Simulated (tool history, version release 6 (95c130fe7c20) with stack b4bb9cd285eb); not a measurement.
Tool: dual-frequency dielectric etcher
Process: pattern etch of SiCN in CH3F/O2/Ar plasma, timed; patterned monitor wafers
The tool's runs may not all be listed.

run,hour,source power (kW),bias power (kW),etch time (s),mean etch depth across the wafer (Å)
1,0.0,0.470,0.104,49.0,242.47
2,4.6,0.540,0.104,49.0,257.50
3,12.3,0.520,0.103,49.0,252.54
4,15.6,0.500,0.102,49.0,247.08
5,21.0,0.500,0.102,49.0,247.37
# hour 23.3: bias power generator calibrated
6,23.3,0.480,0.101,49.0,245.02
7,29.9,0.460,0.100,49.0,239.54

The next listed run, before its measurement:
8,30.4,0.450,0.099,49.0,?

Run 8 gave mean etch depth across the wafer (Å) 236.43.
